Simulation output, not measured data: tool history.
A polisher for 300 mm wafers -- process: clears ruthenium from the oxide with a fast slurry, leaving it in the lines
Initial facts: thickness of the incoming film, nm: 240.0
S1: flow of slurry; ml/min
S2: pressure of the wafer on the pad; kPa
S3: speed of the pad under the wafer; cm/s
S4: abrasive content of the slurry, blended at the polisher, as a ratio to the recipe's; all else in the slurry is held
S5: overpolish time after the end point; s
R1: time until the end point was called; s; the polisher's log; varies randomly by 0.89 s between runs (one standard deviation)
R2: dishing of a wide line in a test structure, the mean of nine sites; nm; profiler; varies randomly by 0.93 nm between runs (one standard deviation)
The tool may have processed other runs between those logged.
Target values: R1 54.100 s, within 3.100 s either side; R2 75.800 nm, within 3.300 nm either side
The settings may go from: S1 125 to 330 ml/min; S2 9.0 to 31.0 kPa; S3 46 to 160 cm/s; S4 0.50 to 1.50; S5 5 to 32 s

{"run": 1, "day": 0.0, "S1": 210, "S2": 20.0, "S3": 102, "S4": 1.0, "S5": 16, "R1": 60.896, "R2": 50.99}
{"run": 2, "day": 0.296, "S1": 210, "S2": 20.0, "S3": 88, "S4": 1.0, "S5": 16, "R1": 69.419, "R2": 44.66}
{"run": 3, "day": 0.433, "S1": 210, "S2": 15.2, "S3": 88, "S4": 1.0, "S5": 16, "R1": 87.451, "R2": 36.921}
{"run": 4, "day": 0.492, "S1": 210, "S2": 16.5, "S3": 88, "S4": 1.0, "S5": 17, "R1": 81.592, "R2": 40.814}
{"run": 5, "day": 0.825, "S1": 210, "S2": 17.9, "S3": 88, "S4": 1.0, "S5": 18, "R1": 76.86, "R2": 45.307}
{"run": 6, "day": 0.9, "S1": 210, "S2": 17.9, "S3": 88, "S4": 0.9, "S5": 18, "R1": 81.841, "R2": 43.739}
{"run": 7, "day": 1.133, "S1": 210, "S2": 19.3, "S3": 88, "S4": 0.9, "S5": 19, "R1": 75.726, "R2": 48.673}
{"run": 8, "day": 1.238, "S1": 205, "S2": 24.8, "S3": 90, "S4": 0.9, "S5": 23, "R1": 60.498, "R2": 65.025}
{"run": 9, "day": 1.533, "S1": 205, "S2": 25.5, "S3": 90, "S4": 0.9, "S5": 23, "R1": 57.994, "R2": 68.412}
{"run": 10, "day": 1.879, "S1": 210, "S2": 26.2, "S3": 90, "S4": 0.9, "S5": 24, "R1": 55.969, "R2": 71.413}

Exercise: of the 4 proposed moves below, exactly one satisfies all targets within the stated allowed misses. Which move is it?
{"run": "A", "day": 2.225, "S1": 245, "S2": 22.8, "S3": 86, "S4": 1.15, "S5": 25, "R1": "?", "R2": "?"}
{"run": "B", "day": 2.225, "S1": 200, "S2": 28.3, "S3": 94, "S4": 0.75, "S5": 23, "R1": "?", "R2": "?"}
{"run": "C", "day": 2.225, "S1": 200, "S2": 24.8, "S3": 94, "S4": 1.15, "S5": 20, "R1": "?", "R2": "?"}
{"run": "D", "day": 2.225, "S1": 240, "S2": 29.0, "S3": 92, "S4": 0.75, "S5": 25, "R1": "?", "R2": "?"}

move=A R1=59.701 R2=71.273
move=B R1=55.516 R2=70.747
move=C R1=51.916 R2=67.223
move=D R1=54.416 R2=75.892
A: moves away from the targets compared with the last run
B: moves away from the targets compared with the last run
C: moves away from the targets compared with the last run
D: all results land within tolerance of their targets
D is the move that brings every result within its allowed miss.
